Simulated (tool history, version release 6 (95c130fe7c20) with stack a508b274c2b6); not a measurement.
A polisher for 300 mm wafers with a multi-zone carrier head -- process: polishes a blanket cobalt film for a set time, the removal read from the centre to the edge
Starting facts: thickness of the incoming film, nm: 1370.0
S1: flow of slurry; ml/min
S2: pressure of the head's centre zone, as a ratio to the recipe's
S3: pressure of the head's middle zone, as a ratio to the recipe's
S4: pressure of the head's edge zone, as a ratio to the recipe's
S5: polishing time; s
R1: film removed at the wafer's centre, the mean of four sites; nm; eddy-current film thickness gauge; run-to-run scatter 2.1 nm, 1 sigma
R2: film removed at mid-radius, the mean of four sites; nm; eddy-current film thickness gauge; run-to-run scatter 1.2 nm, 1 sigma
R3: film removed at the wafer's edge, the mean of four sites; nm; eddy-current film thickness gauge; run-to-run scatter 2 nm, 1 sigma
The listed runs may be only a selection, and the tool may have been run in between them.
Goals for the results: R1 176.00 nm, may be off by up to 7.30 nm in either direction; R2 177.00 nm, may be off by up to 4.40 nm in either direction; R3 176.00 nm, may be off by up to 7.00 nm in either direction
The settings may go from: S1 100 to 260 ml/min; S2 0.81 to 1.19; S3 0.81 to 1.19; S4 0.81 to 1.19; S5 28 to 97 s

Run 1, day 0.000: S1 165 ml/min, S2 1.00, S3 1.00, S4 1.00, S5 62 s. Result: R1 306.28 nm, R2 327.51 nm, R3 303.93 nm.
Run 2, day 0.371: S1 165 ml/min, S2 1.00, S3 0.93, S4 1.00, S5 62 s. Result: R1 301.59 nm, R2 309.19 nm, R3 297.55 nm.
Run 3, day 0.679: S1 155 ml/min, S2 0.99, S3 0.91, S4 0.98, S5 57 s. Result: R1 273.71 nm, R2 270.75 nm, R3 278.25 nm.
Run 4, day 0.908: S1 155 ml/min, S2 0.99, S3 0.91, S4 1.03, S5 57 s. Result: R1 272.71 nm, R2 269.64 nm, R3 279.26 nm.
At day 1.004: edge zone pressure recalibrated.
Run 5, day 1.004: S1 165 ml/min, S2 0.98, S3 0.91, S4 1.00, S5 52 s. Result: R1 252.65 nm, R2 249.45 nm, R3 261.25 nm.
Run 6, day 1.062: S1 165 ml/min, S2 0.93, S3 0.91, S4 1.00, S5 52 s. Result: R1 237.73 nm, R2 251.63 nm, R3 256.53 nm.
Run 7, day 1.179: S1 130 ml/min, S2 0.92, S3 0.83, S4 0.90, S5 34 s. Result: R1 147.56 nm, R2 146.92 nm, R3 153.32 nm.
Run 8, day 1.254: S1 145 ml/min, S2 0.92, S3 0.84, S4 0.90, S5 34 s. Result: R1 150.31 nm, R2 150.94 nm, R3 157.08 nm.
Run 9, day 1.421: S1 160 ml/min, S2 0.93, S3 0.85, S4 0.90, S5 34 s. Result: R1 153.93 nm, R2 152.90 nm, R3 159.86 nm.
Run 10, day 1.492: S1 170 ml/min, S2 0.94, S3 0.87, S4 0.90, S5 34 s. Result: R1 155.88 nm, R2 158.76 nm, R3 161.19 nm.
Run 11, day 1.717: S1 180 ml/min, S2 0.95, S3 0.88, S4 0.91, S5 34 s. Result: R1 161.13 nm, R2 161.61 nm, R3 165.03 nm.
Run 12, day 1.788: S1 185 ml/min, S2 0.96, S3 0.89, S4 0.91, S5 34 s. Result: R1 164.32 nm, R2 164.38 nm, R3 163.17 nm.
Run 13, day 2.067: S1 230 ml/min, S2 0.96, S3 0.90, S4 0.99, S5 36 s. Result: R1 180.35 nm, R2 179.58 nm, R3 187.23 nm.
Run 14, day 2.425: S1 230 ml/min, S2 0.96, S3 0.90, S4 0.98, S5 36 s. Result: R1 180.48 nm, R2 180.59 nm, R3 183.52 nm.
Run 15, day 2.788: S1 230 ml/min, S2 0.96, S3 0.90, S4 0.98, S5 36 s. Result: R1 176.77 nm, R2 182.61 nm, R3 188.72 nm.
Run 16, day 3.133: S1 225 ml/min, S2 0.96, S3 0.90, S4 0.97, S5 36 s. Result: R1 177.92 nm, R2 179.38 nm, R3 182.26 nm.
Run 17, day 3.504: S1 225 ml/min, S2 0.96, S3 0.90, S4 0.96, S5 36 s. Result: R1 180.91 nm, R2 179.67 nm, R3 180.19 nm.

5 next moves are on the table. One of them brings every result within its allowed miss. Which?
Run A, day 3.875: S1 260 ml/min, S2 1.02, S3 0.95, S4 0.92, S5 36 s. Result: R1 ?, R2 ?, R3 ?.
Run B, day 3.875: S1 230 ml/min, S2 0.99, S3 0.99, S4 0.94, S5 35 s. Result: R1 ?, R2 ?, R3 ?.
Run C, day 3.875: S1 205 ml/min, S2 1.00, S3 0.86, S4 1.03, S5 37 s. Result: R1 ?, R2 ?, R3 ?.
Run D, day 3.875: S1 260 ml/min, S2 1.01, S3 0.90, S4 0.91, S5 37 s. Result: R1 ?, R2 ?, R3 ?.
Run E, day 3.875: S1 220 ml/min, S2 0.98, S3 0.91, S4 0.92, S5 35 s. Result: R1 ?, R2 ?, R3 ?.

move      R1      R2      R3
   A  189.19  190.79  184.68
   B  175.76  189.38  179.35
   C  184.47  175.42  196.29
   D  192.46  187.46  188.98
   E  172.81  175.53  177.03
A: further off than the last run
B: puts the biggest miss on target and leaves a different result outside tolerance
C: further off than the last run
D: further off than the last run
E: all results in spec
Move E is the one to make.
